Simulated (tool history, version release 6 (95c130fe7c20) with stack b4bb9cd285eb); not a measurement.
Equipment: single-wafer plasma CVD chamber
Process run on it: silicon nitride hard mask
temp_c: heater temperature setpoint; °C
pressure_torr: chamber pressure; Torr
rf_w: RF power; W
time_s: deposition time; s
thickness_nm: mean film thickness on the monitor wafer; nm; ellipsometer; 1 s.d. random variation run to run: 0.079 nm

run  hour  temp_c  pressure_torr  rf_w  time_s  thickness_nm
  1   0.0     395           2.02   370    15.1        22.095
  2   1.5     395           2.35   370    15.1        22.802
  3  10.0     395           2.13   355    15.1        21.588
  4  18.4     395           2.13   355    14.3        20.532
  5  19.4     395           2.00   350    14.3        20.022
  6  27.6     395           2.00   315    14.3        18.759
  7  34.2     395           2.03   315    14.3        18.639
  8  35.8     395           2.03   315    14.3        18.717
  9  40.6     395           2.07   315    14.3        18.752

What will run 10 give?
 10  42.7     395           2.10   315    14.3             ?

thickness_nm: 18.881 nm
